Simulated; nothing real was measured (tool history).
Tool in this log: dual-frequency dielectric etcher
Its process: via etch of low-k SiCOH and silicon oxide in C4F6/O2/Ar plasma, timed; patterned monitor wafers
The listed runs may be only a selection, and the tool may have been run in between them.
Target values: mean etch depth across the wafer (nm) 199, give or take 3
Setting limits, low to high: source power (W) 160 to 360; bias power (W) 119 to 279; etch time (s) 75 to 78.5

| run | hour | source power (W) | bias power (W) | etch time (s) | mean etch depth across the wafer (nm) |
|---|---|---|---|---|---|
| 1 | 0 | 260 | 199 | 75 | 216.15 |
| 2 | 2.8 | 260 | 199 | 78.5 | 225.56 |
| 3 | 8.1 | 240 | 196 | 78.5 | 218.69 |
| 4 | 15.2 | 260 | 196 | 78.5 | 225.82 |
| 5 | 17.2 | 260 | 211 | 78.5 | 229.98 |
| 6 | 22.8 | 230 | 207 | 78.5 | 217.78 |
| 7 | 28.7 | 210 | 205 | 78.5 | 211.04 |
| 8 | 30.8 | 200 | 204 | 78.5 | 208.03 |
| 9 | 35.3 | 190 | 203 | 78.5 | 203.6 |

Which single option among these 5 for the next run brings every result within its allowed miss of target? Just one does.
| A | 39.8 | 160 | 216 | 77.5 | ? |
| B | 39.8 | 210 | 220 | 75.5 | ? |
| C | 39.8 | 200 | 232 | 76.5 | ? |
| D | 39.8 | 190 | 215 | 78.5 | ? |
| E | 39.8 | 200 | 174 | 78.5 | ? |

| move | mean etch depth across the wafer (nm) |
|---|---|
| A | 193.83 |
| B | 208.72 |
| C | 211.38 |
| D | 208.05 |
| E | 198.77 |
A: carries the result that was furthest off beyond its target, to the other side
B: moves away from the targets compared with the last run
C: moves away from the targets compared with the last run
D: moves away from the targets compared with the last run
E: every result lands within tolerance
The right move is E.

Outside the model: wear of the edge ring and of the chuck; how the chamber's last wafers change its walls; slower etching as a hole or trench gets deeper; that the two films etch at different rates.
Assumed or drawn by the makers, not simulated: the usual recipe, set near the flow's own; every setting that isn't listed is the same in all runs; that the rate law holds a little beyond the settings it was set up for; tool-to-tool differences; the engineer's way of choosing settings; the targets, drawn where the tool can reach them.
